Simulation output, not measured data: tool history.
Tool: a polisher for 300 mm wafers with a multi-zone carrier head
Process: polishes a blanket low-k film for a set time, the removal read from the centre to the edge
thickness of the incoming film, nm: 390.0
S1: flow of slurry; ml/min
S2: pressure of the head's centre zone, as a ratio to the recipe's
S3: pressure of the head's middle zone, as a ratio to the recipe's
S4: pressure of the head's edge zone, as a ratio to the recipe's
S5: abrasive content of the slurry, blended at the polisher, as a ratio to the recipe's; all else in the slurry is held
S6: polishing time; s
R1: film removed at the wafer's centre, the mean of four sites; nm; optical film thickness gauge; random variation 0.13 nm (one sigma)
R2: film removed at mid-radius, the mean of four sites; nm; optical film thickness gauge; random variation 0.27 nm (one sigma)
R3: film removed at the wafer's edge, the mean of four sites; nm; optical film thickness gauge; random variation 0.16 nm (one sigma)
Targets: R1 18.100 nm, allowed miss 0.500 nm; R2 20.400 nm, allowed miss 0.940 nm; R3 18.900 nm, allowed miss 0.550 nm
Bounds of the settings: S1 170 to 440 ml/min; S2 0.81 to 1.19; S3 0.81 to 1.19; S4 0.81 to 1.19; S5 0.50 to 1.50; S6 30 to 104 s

Run 1, hour 0.0: S1 280 ml/min, S2 1.00, S3 1.00, S4 1.00, S5 1.00, S6 67 s. Result: R1 29.767 nm, R2 29.720 nm, R3 29.297 nm.
Run 2, hour 1.3: S1 280 ml/min, S2 1.00, S3 0.93, S4 1.00, S5 1.00, S6 67 s. Result: R1 29.989 nm, R2 28.472 nm, R3 29.223 nm.
Run 3, hour 3.2: S1 275 ml/min, S2 0.97, S3 0.94, S4 0.97, S5 0.90, S6 65 s. Result: R1 26.659 nm, R2 26.862 nm, R3 26.641 nm.
Run 4, hour 12.1: S1 275 ml/min, S2 0.97, S3 0.94, S4 0.97, S5 0.90, S6 81 s. Result: R1 33.269 nm, R2 32.535 nm, R3 33.253 nm.
Run 5, hour 15.8: S1 245 ml/min, S2 0.97, S3 0.94, S4 0.97, S5 0.90, S6 81 s. Result: R1 32.597 nm, R2 32.911 nm, R3 33.112 nm.
Run 6, hour 23.6: S1 245 ml/min, S2 0.97, S3 0.94, S4 0.90, S5 0.90, S6 81 s. Result: R1 32.391 nm, R2 33.026 nm, R3 31.287 nm.
Run 7, hour 32.0: S1 245 ml/min, S2 0.95, S3 0.93, S4 0.89, S5 0.80, S6 77 s. Result: R1 28.641 nm, R2 28.509 nm, R3 28.344 nm.
Run 8, hour 39.2: S1 240 ml/min, S2 0.94, S3 0.95, S4 0.87, S5 0.75, S6 74 s. Result: R1 26.217 nm, R2 27.364 nm, R3 25.809 nm.
Run 9, hour 41.0: S1 220 ml/min, S2 0.84, S3 0.90, S4 0.82, S5 0.50, S6 62 s. Result: R1 15.084 nm, R2 17.323 nm, R3 16.902 nm.
Run 10, hour 42.7: S1 240 ml/min, S2 0.85, S3 0.92, S4 0.83, S5 0.50, S6 62 s. Result: R1 15.612 nm, R2 17.223 nm, R3 16.909 nm.
Run 11, hour 45.4: S1 230 ml/min, S2 0.86, S3 0.95, S4 0.85, S5 0.50, S6 62 s. Result: R1 15.686 nm, R2 17.989 nm, R3 16.783 nm.
Run 12, hour 47.7: S1 310 ml/min, S2 0.93, S3 0.98, S4 0.95, S5 0.65, S6 62 s. Result: R1 20.519 nm, R2 22.492 nm, R3 21.295 nm.
Run 13, hour 48.7: S1 230 ml/min, S2 0.90, S3 0.98, S4 0.87, S5 0.65, S6 62 s. Result: R1 19.272 nm, R2 21.272 nm, R3 20.169 nm.
Run 14, hour 51.4: S1 230 ml/min, S2 0.90, S3 0.98, S4 0.87, S5 0.65, S6 62 s. Result: R1 19.293 nm, R2 21.444 nm, R3 20.095 nm.
Run 15, hour 57.1: S1 215 ml/min, S2 0.87, S3 0.96, S4 0.81, S5 0.55, S6 62 s. Result: R1 16.859 nm, R2 19.194 nm, R3 17.492 nm.
Run 16, hour 59.4: S1 220 ml/min, S2 0.88, S3 0.97, S4 0.83, S5 0.55, S6 62 s. Result: R1 16.872 nm, R2 19.530 nm, R3 17.371 nm.
Run 17, hour 61.8: S1 250 ml/min, S2 0.89, S3 0.93, S4 0.91, S5 0.70, S6 62 s. Result: R1 20.164 nm, R2 21.563 nm, R3 21.393 nm.
Run 18, hour 69.0: S1 250 ml/min, S2 0.89, S3 0.94, S4 0.89, S5 0.70, S6 62 s. Result: R1 20.174 nm, R2 21.925 nm, R3 21.430 nm.
Run 19, hour 71.1: S1 240 ml/min, S2 0.89, S3 0.95, S4 0.88, S5 0.70, S6 62 s. Result: R1 19.962 nm, R2 22.098 nm, R3 21.337 nm.
Run 20, hour 77.5: S1 235 ml/min, S2 0.89, S3 0.95, S4 0.87, S5 0.70, S6 62 s. Result: R1 20.024 nm, R2 22.750 nm, R3 20.746 nm.
Run 21, hour 81.5: S1 230 ml/min, S2 0.88, S3 0.94, S4 0.86, S5 0.70, S6 62 s. Result: R1 19.762 nm, R2 22.301 nm, R3 20.834 nm.
Run 22, hour 84.4: S1 225 ml/min, S2 0.88, S3 0.94, S4 0.85, S5 0.70, S6 62 s. Result: R1 19.622 nm, R2 22.098 nm, R3 20.698 nm.
Run 23, hour 88.6: S1 225 ml/min, S2 0.88, S3 0.94, S4 0.84, S5 0.70, S6 62 s. Result: R1 19.528 nm, R2 21.543 nm, R3 20.505 nm.
Run 24, hour 90.5: S1 220 ml/min, S2 0.88, S3 0.94, S4 0.83, S5 0.70, S6 62 s. Result: R1 19.442 nm, R2 21.811 nm, R3 20.635 nm.
Run 25, hour 94.8: S1 215 ml/min, S2 0.88, S3 0.94, S4 0.83, S5 0.70, S6 62 s. Result: R1 19.645 nm, R2 21.181 nm, R3 20.686 nm.
Run 26, hour 97.1: S1 225 ml/min, S2 0.88, S3 0.99, S4 0.81, S5 0.50, S6 62 s. Result: R1 16.159 nm, R2 18.317 nm, R3 16.694 nm.
Run 27, hour 104.7: S1 240 ml/min, S2 0.93, S3 1.04, S4 0.91, S5 0.60, S6 62 s. Result: R1 19.295 nm, R2 21.448 nm, R3 19.713 nm.
Run 28, hour 110.8: S1 235 ml/min, S2 0.92, S3 1.03, S4 0.90, S5 0.60, S6 62 s. Result: R1 19.027 nm, R2 21.626 nm, R3 19.510 nm.
Run 29, hour 117.2: S1 235 ml/min, S2 0.91, S3 1.02, S4 0.89, S5 0.60, S6 62 s. Result: R1 18.645 nm, R2 21.389 nm, R3 19.379 nm.
Run 30, hour 120.2: S1 230 ml/min, S2 0.91, S3 1.01, S4 0.89, S5 0.60, S6 62 s. Result: R1 18.625 nm, R2 21.045 nm, R3 19.318 nm.

5 next moves are on the table. One of them brings every result within its allowed miss. Which?
Run A, hour 123.2: S1 220 ml/min, S2 0.95, S3 1.00, S4 0.89, S5 0.60, S6 62 s. Result: R1 ?, R2 ?, R3 ?.
Run B, hour 123.2: S1 170 ml/min, S2 0.88, S3 0.91, S4 0.88, S5 0.65, S6 64 s. Result: R1 ?, R2 ?, R3 ?.
Run C, hour 123.2: S1 205 ml/min, S2 0.87, S3 1.06, S4 0.87, S5 0.50, S6 72 s. Result: R1 ?, R2 ?, R3 ?.
Run D, hour 123.2: S1 220 ml/min, S2 0.92, S3 0.99, S4 0.89, S5 0.65, S6 62 s. Result: R1 ?, R2 ?, R3 ?.
Run E, hour 123.2: S1 180 ml/min, S2 0.92, S3 1.02, S4 0.91, S5 0.60, S6 61 s. Result: R1 ?, R2 ?, R3 ?.

move      R1      R2      R3
   A  19.466  20.709  19.482
   B  18.895  20.339  20.560
   C  18.365  22.324  19.908
   D  19.738  21.533  20.408
   E  18.122  20.257  19.062
A: further off than the last run
B: further off than the last run
C: brings the result that was furthest off to its target, and leaves another outside
D: further off than the last run
E: meets every target
Move E is the one to make.
